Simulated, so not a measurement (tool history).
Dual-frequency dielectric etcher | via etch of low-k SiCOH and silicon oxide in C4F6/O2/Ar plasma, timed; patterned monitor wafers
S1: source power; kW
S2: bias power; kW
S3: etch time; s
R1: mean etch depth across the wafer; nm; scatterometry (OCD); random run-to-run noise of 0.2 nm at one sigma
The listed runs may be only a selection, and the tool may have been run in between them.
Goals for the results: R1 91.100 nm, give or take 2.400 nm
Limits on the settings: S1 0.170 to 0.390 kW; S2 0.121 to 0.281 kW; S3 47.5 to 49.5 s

{"run": 1, "hour": 0.0, "S1": 0.28, "S2": 0.201, "S3": 47.5, "R1": 109.0}
{"run": 2, "hour": 7.6, "S1": 0.31, "S2": 0.201, "S3": 47.5, "R1": 112.61}
{"run": 3, "hour": 12.8, "S1": 0.28, "S2": 0.186, "S3": 47.5, "R1": 105.4}
{"run": 4, "hour": 19.5, "S1": 0.26, "S2": 0.179, "S3": 47.5, "R1": 101.54}
{"run": 5, "hour": 26.9, "S1": 0.26, "S2": 0.158, "S3": 47.5, "R1": 95.934}
{"run": 6, "hour": 31.9, "S1": 0.3, "S2": 0.158, "S3": 47.5, "R1": 100.07}
{"run": 7, "hour": 32.9, "S1": 0.28, "S2": 0.153, "S3": 47.5, "R1": 96.919}
{"run": 8, "hour": 40.5, "S1": 0.27, "S2": 0.15, "S3": 47.5, "R1": 94.721}

5 candidate next runs follow, results not yet known. Just one meets every target within its allowed miss. Identify it.
{"run": "A", "hour": 48.1, "S1": 0.28, "S2": 0.157, "S3": 48.0, "R1": "?"}
{"run": "B", "hour": 48.1, "S1": 0.28, "S2": 0.162, "S3": 47.5, "R1": "?"}
{"run": "C", "hour": 48.1, "S1": 0.26, "S2": 0.159, "S3": 48.0, "R1": "?"}
{"run": "D", "hour": 48.1, "S1": 0.26, "S2": 0.126, "S3": 49.5, "R1": "?"}
{"run": "E", "hour": 48.1, "S1": 0.24, "S2": 0.172, "S3": 48.5, "R1": "?"}

move=A R1=98.474
move=B R1=98.810
move=C R1=96.961
move=D R1=90.022
move=E R1=99.222
A: moves away from the targets compared with the last run
B: moves away from the targets compared with the last run
C: moves away from the targets compared with the last run
D: hits every target within its allowed miss
E: moves away from the targets compared with the last run
Correct choice: D, which meets every target
